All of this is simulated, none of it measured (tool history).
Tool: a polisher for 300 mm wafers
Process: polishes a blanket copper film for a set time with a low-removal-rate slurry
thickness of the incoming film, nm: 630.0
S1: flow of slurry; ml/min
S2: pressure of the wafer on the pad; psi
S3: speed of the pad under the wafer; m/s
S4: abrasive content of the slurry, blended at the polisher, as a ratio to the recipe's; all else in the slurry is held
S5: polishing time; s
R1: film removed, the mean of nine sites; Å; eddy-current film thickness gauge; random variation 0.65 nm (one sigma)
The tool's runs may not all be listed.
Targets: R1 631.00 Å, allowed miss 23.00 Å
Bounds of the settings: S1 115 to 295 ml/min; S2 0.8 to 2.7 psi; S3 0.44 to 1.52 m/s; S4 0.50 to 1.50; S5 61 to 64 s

run	hour	S1	S2	S3	S4	S5	R1
1	0.0	190	1.7	0.98	1.00	61	920.04
2	7.0	190	1.5	0.98	1.00	61	822.99
3	9.0	190	1.5	1.20	1.00	61	1002.70
4	11.8	190	1.3	1.18	1.00	61	883.26
5	14.9	190	1.3	1.18	1.00	64	937.10
6	21.8	190	1.1	1.14	1.00	64	804.32
7	25.7	190	1.0	1.12	1.00	64	772.26
8	32.2	190	0.9	1.08	1.00	64	679.63

4 next moves are on the table. One of them brings every result within its allowed miss. Which?
A	38.7	215	0.9	1.04	0.95	61	?
B	38.7	230	1.0	1.10	1.00	61	?
C	38.7	205	1.1	0.98	0.95	64	?
D	38.7	255	1.1	1.04	0.85	61	?

move	R1
A	630.08
B	722.80
C	701.58
D	707.92
A: meets every target
B: further off than the last run
C: further off than the last run
D: further off than the last run
The right move is A.
